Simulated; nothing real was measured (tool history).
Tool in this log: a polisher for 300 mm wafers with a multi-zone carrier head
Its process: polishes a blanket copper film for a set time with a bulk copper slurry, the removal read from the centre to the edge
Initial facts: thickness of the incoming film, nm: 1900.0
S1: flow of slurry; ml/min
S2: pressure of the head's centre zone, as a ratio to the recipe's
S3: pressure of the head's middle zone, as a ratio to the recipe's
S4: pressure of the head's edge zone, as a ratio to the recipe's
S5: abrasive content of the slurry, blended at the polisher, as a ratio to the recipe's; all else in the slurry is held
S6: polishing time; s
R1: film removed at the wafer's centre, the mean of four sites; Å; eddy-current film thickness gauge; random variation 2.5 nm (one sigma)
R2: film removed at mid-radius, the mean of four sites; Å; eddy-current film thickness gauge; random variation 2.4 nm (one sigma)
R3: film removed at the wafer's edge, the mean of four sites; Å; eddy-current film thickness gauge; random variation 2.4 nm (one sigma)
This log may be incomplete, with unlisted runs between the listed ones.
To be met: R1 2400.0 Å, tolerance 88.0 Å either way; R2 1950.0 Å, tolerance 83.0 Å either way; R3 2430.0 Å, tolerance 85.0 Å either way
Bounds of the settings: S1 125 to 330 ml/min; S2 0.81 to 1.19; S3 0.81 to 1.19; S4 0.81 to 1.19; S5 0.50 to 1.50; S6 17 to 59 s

| run | hour | S1 | S2 | S3 | S4 | S5 | S6 | R1 | R2 | R3 |
|---|---|---|---|---|---|---|---|---|---|---|
| 1 | 0.0 | 210 | 1.00 | 1.00 | 1.00 | 1.00 | 38 | 3718.7 | 3665.3 | 3691.9 |
| 2 | 2.7 | 205 | 1.00 | 0.98 | 1.01 | 0.95 | 36 | 3552.3 | 3389.7 | 3549.1 |
| 3 | 7.1 | 155 | 1.00 | 0.98 | 1.01 | 0.95 | 36 | 3332.4 | 3251.3 | 3434.2 |
| 4 | 15.2 | 155 | 1.00 | 0.98 | 1.01 | 1.10 | 36 | 3512.8 | 3326.4 | 3511.9 |
| 5 | 20.8 | 155 | 1.00 | 0.98 | 1.01 | 1.10 | 31 | 2998.5 | 2915.7 | 3060.5 |
| 6 | 27.4 | 155 | 0.96 | 0.98 | 1.01 | 1.10 | 31 | 2889.4 | 2864.3 | 3065.0 |
| 7 | 35.6 | 155 | 0.97 | 0.96 | 1.01 | 1.05 | 30 | 2793.0 | 2730.5 | 2929.1 |
| 8 | 39.8 | 150 | 0.98 | 0.94 | 1.02 | 1.00 | 29 | 2636.1 | 2578.6 | 2752.7 |
| 9 | 43.3 | 145 | 0.99 | 0.92 | 1.04 | 1.05 | 28 | 2681.2 | 2465.5 | 2731.5 |
| 10 | 45.3 | 145 | 0.99 | 0.91 | 1.05 | 1.05 | 28 | 2646.8 | 2435.6 | 2818.1 |
| 11 | 46.5 | 135 | 1.04 | 0.81 | 0.99 | 0.80 | 26 | 2400.3 | 1821.8 | 2315.1 |
| 12 | 53.7 | 135 | 1.04 | 0.81 | 0.99 | 0.80 | 26 | 2350.2 | 1845.4 | 2315.4 |
| 13 | 60.1 | 140 | 1.04 | 0.81 | 1.00 | 0.80 | 26 | 2436.6 | 1863.3 | 2320.7 |

Exercise: of the 5 proposed moves below, exactly one satisfies all targets within the stated allowed misses. Which move is it?
| A | 66.5 | 180 | 1.07 | 0.93 | 0.96 | 0.85 | 23 | ? | ? | ? |
| B | 66.5 | 160 | 1.06 | 0.96 | 0.99 | 0.85 | 24 | ? | ? | ? |
| C | 66.5 | 165 | 1.02 | 0.83 | 1.09 | 0.55 | 28 | ? | ? | ? |
| D | 66.5 | 135 | 1.11 | 0.91 | 1.03 | 0.75 | 25 | ? | ? | ? |
| E | 66.5 | 195 | 1.16 | 0.91 | 0.94 | 0.75 | 24 | ? | ? | ? |

| move | R1 | R2 | R3 |
|---|---|---|---|
| A | 2330.3 | 1980.1 | 2120.3 |
| B | 2368.4 | 2089.3 | 2219.0 |
| C | 2403.5 | 1953.1 | 2455.0 |
| D | 2437.9 | 1970.9 | 2248.3 |
| E | 2583.6 | 1987.7 | 2141.9 |
A: moves away from the targets compared with the last run
B: moves away from the targets compared with the last run
C: all results land within tolerance of their targets
D: moves away from the targets compared with the last run
E: moves away from the targets compared with the last run
Correct choice: C, which meets every target
